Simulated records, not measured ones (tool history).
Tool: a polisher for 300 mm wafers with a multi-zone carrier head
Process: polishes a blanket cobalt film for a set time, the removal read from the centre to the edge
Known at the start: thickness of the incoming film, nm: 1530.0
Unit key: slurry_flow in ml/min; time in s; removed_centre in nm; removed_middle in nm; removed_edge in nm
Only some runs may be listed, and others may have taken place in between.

{"run": 1, "hour": 0.0, "slurry_flow": 165, "centre_zone": 1, "middle_zone": 1, "edge_zone": 1, "time": 63, "removed_centre": 364.24, "removed_middle": 345.95, "removed_edge": 359.7}
{"run": 2, "hour": 1.7, "slurry_flow": 165, "centre_zone": 1, "middle_zone": 1, "edge_zone": 1, "time": 52, "removed_centre": 302.76, "removed_middle": 283.82, "removed_edge": 296.57}
{"run": 3, "hour": 3.8, "slurry_flow": 165, "centre_zone": 1, "middle_zone": 1, "edge_zone": 1, "time": 38, "removed_centre": 218.86, "removed_middle": 209.62, "removed_edge": 218.96}
{"run": 4, "hour": 5.5, "slurry_flow": 175, "centre_zone": 1.02, "middle_zone": 1.01, "edge_zone": 1.02, "time": 43, "removed_centre": 253.93, "removed_middle": 246.59, "removed_edge": 247.1}
{"run": 5, "hour": 8.4, "slurry_flow": 175, "centre_zone": 1.02, "middle_zone": 1.01, "edge_zone": 0.97, "time": 43, "removed_centre": 258.57, "removed_middle": 237.67, "removed_edge": 244.31}
{"run": 6, "hour": 15.3, "slurry_flow": 175, "centre_zone": 1.02, "middle_zone": 1.04, "edge_zone": 0.97, "time": 43, "removed_centre": 254.39, "removed_middle": 242.44, "removed_edge": 240.74}
{"run": 7, "hour": 17.8, "slurry_flow": 185, "centre_zone": 1.04, "middle_zone": 1.02, "edge_zone": 1, "time": 47, "removed_centre": 292.65, "removed_middle": 270.7, "removed_edge": 269.58}

What does the tool deliver on the next run?
{"run": 8, "hour": 22.5, "slurry_flow": 190, "centre_zone": 1.05, "middle_zone": 1, "edge_zone": 1.02, "time": 51, "removed_centre": "?", "removed_middle": "?", "removed_edge": "?"}

Logged for run 8: removed_centre 315.05 nm, removed_middle 285.02 nm, removed_edge 299.45 nm.
